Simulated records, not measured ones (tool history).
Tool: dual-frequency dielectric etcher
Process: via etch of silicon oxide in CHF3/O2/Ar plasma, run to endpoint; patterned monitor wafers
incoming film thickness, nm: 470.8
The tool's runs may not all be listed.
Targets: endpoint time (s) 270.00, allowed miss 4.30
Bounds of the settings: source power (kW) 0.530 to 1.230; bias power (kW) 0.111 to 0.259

run 1 hour=0.0 | source_power_(kW)=0.880 bias_power_(kW)=0.185 | endpoint_time_(s)=220.61
run 2 hour=2.1 | source_power_(kW)=0.950 bias_power_(kW)=0.185 | endpoint_time_(s)=216.44
run 3 hour=8.3 | source_power_(kW)=0.840 bias_power_(kW)=0.170 | endpoint_time_(s)=232.03
run 4 hour=15.9 | source_power_(kW)=0.760 bias_power_(kW)=0.164 | endpoint_time_(s)=240.67
run 5 hour=19.9 | source_power_(kW)=0.820 bias_power_(kW)=0.164 | endpoint_time_(s)=235.58
run 6 hour=23.2 | source_power_(kW)=0.750 bias_power_(kW)=0.158 | endpoint_time_(s)=246.23
run 7 hour=26.1 | source_power_(kW)=0.750 bias_power_(kW)=0.158 | endpoint_time_(s)=245.22
run 8 hour=30.7 | source_power_(kW)=0.700 bias_power_(kW)=0.155 | endpoint_time_(s)=253.50
run 9 hour=36.2 | source_power_(kW)=0.560 bias_power_(kW)=0.151 | endpoint_time_(s)=275.89

Which of these 4 next moves meets every target?
run A hour=41.7 | source_power_(kW)=0.530 bias_power_(kW)=0.148 | endpoint_time_(s)=?
run B hour=41.7 | source_power_(kW)=0.530 bias_power_(kW)=0.140 | endpoint_time_(s)=?
run C hour=41.7 | source_power_(kW)=0.550 bias_power_(kW)=0.142 | endpoint_time_(s)=?
run D hour=41.7 | source_power_(kW)=0.540 bias_power_(kW)=0.162 | endpoint_time_(s)=?

move=A endpoint_time_(s)=282.02
move=B endpoint_time_(s)=287.55
move=C endpoint_time_(s)=282.83
move=D endpoint_time_(s)=271.58
A: further off than the last run
B: further off than the last run
C: further off than the last run
D: meets every target
The right move is D.
